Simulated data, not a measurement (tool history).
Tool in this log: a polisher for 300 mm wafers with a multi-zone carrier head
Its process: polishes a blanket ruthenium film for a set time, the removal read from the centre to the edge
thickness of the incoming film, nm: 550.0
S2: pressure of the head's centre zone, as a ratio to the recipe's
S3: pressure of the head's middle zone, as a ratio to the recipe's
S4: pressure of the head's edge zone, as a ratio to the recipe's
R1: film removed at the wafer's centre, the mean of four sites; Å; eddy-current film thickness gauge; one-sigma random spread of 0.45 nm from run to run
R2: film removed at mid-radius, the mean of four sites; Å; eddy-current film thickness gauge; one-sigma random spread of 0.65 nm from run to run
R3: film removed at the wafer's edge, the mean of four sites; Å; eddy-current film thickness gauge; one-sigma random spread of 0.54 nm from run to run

Run 1, hour 0.0: flow of slurry (ml/min) 290, S2 1.00, S3 1.00, S4 1.00, polishing time (s) 53. Result: R1 329.43 Å, R2 333.67 Å, R3 334.01 Å.
Run 2, hour 4.9: flow of slurry (ml/min) 290, S2 1.00, S3 1.00, S4 1.07, polishing time (s) 53. Result: R1 333.53 Å, R2 333.42 Å, R3 344.87 Å.
Run 3, hour 9.4: flow of slurry (ml/min) 290, S2 1.00, S3 1.00, S4 1.07, polishing time (s) 41. Result: R1 251.39 Å, R2 260.43 Å, R3 270.92 Å.
Run 4, hour 12.6: flow of slurry (ml/min) 290, S2 1.00, S3 0.92, S4 1.07, polishing time (s) 41. Result: R1 254.16 Å, R2 242.24 Å, R3 264.84 Å.
Run 5, hour 16.8: flow of slurry (ml/min) 290, S2 1.00, S3 0.92, S4 1.07, polishing time (s) 48. Result: R1 298.42 Å, R2 297.79 Å, R3 314.89 Å.
Run 6, hour 25.2: flow of slurry (ml/min) 295, S2 1.01, S3 0.92, S4 1.08, polishing time (s) 51. Result: R1 325.51 Å, R2 300.55 Å, R3 327.20 Å.
Run 7, hour 33.6: flow of slurry (ml/min) 295, S2 1.01, S3 0.92, S4 1.08, polishing time (s) 51. Result: R1 323.48 Å, R2 307.15 Å, R3 333.62 Å.
Run 8, hour 34.7: flow of slurry (ml/min) 295, S2 1.01, S3 0.94, S4 1.09, polishing time (s) 54. Result: R1 338.04 Å, R2 329.70 Å, R3 356.10 Å.
Run 9, hour 39.2: flow of slurry (ml/min) 295, S2 1.03, S3 0.96, S4 1.10, polishing time (s) 56. Result: R1 358.26 Å, R2 350.87 Å, R3 364.08 Å.
Run 10, hour 47.1: flow of slurry (ml/min) 295, S2 1.03, S3 0.96, S4 1.11, polishing time (s) 58. Result: R1 372.61 Å, R2 357.59 Å, R3 381.66 Å.
Run 11, hour 49.7: flow of slurry (ml/min) 295, S2 1.03, S3 0.97, S4 1.11, polishing time (s) 60. Result: R1 389.73 Å, R2 381.67 Å, R3 397.07 Å.

Run 12 has not been measured yet. What should we expect?
Run 12, hour 55.7: flow of slurry (ml/min) 295, S2 1.03, S3 0.97, S4 1.12, polishing time (s) 61. Result: R1 ?, R2 ?, R3 ?.

R1: 397.15 Å
R2: 380.70 Å
R3: 404.80 Å
